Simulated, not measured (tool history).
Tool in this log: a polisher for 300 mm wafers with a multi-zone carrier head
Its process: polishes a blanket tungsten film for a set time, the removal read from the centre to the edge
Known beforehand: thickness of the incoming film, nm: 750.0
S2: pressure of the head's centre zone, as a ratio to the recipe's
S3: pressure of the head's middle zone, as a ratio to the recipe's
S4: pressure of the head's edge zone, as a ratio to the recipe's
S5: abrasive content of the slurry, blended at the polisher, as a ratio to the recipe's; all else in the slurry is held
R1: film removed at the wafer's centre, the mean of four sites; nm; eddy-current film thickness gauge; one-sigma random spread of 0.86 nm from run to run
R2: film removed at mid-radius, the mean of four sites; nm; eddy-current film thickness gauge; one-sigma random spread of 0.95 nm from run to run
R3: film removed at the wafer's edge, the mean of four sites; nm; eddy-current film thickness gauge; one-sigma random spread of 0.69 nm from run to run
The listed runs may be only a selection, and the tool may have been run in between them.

run 1 day=0 | flow_of_slurry_(ml/min)=315 S2=1 S3=1 S4=1 S5=1 polishing_time_(s)=37 | R1=118.12 R2=116.83 R3=118.5
run 2 day=0.246 | flow_of_slurry_(ml/min)=315 S2=1 S3=1 S4=1 S5=1.15 polishing_time_(s)=37 | R1=122.89 R2=120.15 R3=123.76
run 3 day=0.458 | flow_of_slurry_(ml/min)=315 S2=1 S3=1 S4=1 S5=1 polishing_time_(s)=37 | R1=117.3 R2=113.09 R3=118.13
run 4 day=0.538 | flow_of_slurry_(ml/min)=315 S2=1 S3=1 S4=1 S5=1 polishing_time_(s)=32 | R1=101.63 R2=101.21 R3=103.54
run 5 day=0.671 | flow_of_slurry_(ml/min)=315 S2=1 S3=1 S4=1 S5=1 polishing_time_(s)=29 | R1=92.448 R2=90.436 R3=92.869
run 6 day=1.021 | flow_of_slurry_(ml/min)=315 S2=1 S3=1 S4=1 S5=1.1 polishing_time_(s)=29 | R1=93.409 R2=94.609 R3=95.977
run 7 day=1.162 | flow_of_slurry_(ml/min)=325 S2=1.01 S3=1.02 S4=1.03 S5=1.15 polishing_time_(s)=29 | R1=97.048 R2=95.648 R3=97.676

Run 8 has not been measured yet. What should we expect?
run 8 day=1.442 | flow_of_slurry_(ml/min)=325 S2=1 S3=1.03 S4=1.04 S5=1.2 polishing_time_(s)=29 | R1=? R2=? R3=?

Run 8 gave R1 97.365 nm, R2 95.815 nm, R3 98.815 nm.

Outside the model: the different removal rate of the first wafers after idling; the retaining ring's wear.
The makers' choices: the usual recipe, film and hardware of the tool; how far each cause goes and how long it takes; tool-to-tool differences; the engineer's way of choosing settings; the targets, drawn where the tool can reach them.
